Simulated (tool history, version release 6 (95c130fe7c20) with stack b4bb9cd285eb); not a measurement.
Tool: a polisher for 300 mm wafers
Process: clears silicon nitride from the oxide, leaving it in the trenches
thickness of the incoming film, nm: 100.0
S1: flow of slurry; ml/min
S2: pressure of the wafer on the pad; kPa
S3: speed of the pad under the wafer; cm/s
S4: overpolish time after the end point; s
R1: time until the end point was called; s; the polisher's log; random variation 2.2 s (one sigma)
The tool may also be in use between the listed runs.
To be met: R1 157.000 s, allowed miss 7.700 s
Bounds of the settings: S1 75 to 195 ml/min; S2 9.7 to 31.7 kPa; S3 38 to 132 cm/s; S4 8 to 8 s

run 1 hour=0.0 | S1=125 S2=20.7 S3=84 S4=8 | R1=118.020
run 2 hour=5.3 | S1=125 S2=20.7 S3=76 S4=8 | R1=127.020
run 3 hour=12.0 | S1=125 S2=20.7 S3=92 S4=8 | R1=105.040
run 4 hour=16.9 | S1=125 S2=20.0 S3=92 S4=8 | R1=109.300
run 5 hour=24.5 | S1=125 S2=19.3 S3=92 S4=8 | R1=115.330
run 6 hour=29.9 | S1=125 S2=22.1 S3=92 S4=8 | R1=98.255
run 7 hour=35.8 | S1=125 S2=21.4 S3=92 S4=8 | R1=102.720
run 8 hour=44.7 | S1=125 S2=20.7 S3=92 S4=8 | R1=106.960
run 9 hour=53.4 | S1=125 S2=20.0 S3=92 S4=8 | R1=109.620
run 10 hour=61.5 | S1=125 S2=19.3 S3=92 S4=8 | R1=115.250
run 11 hour=66.0 | S1=125 S2=18.6 S3=92 S4=8 | R1=122.040
run 12 hour=71.6 | S1=125 S2=17.9 S3=92 S4=8 | R1=122.730
run 13 hour=76.8 | S1=115 S2=12.4 S3=90 S4=8 | R1=179.140
run 14 hour=85.7 | S1=125 S2=13.1 S3=90 S4=8 | R1=170.840

4 next moves are on the table. One of them brings every result within its allowed miss. Which?
run A hour=94.6 | S1=105 S2=13.1 S3=102 S4=8 | R1=?
run B hour=94.6 | S1=150 S2=13.1 S3=80 S4=8 | R1=?
run C hour=94.6 | S1=105 S2=13.1 S3=90 S4=8 | R1=?
run D hour=94.6 | S1=130 S2=14.5 S3=80 S4=8 | R1=?

move=A R1=157.490
move=B R1=184.570
move=C R1=176.620
move=D R1=171.710
A: meets every target
B: further off than the last run
C: further off than the last run
D: further off than the last run
The right move is A.
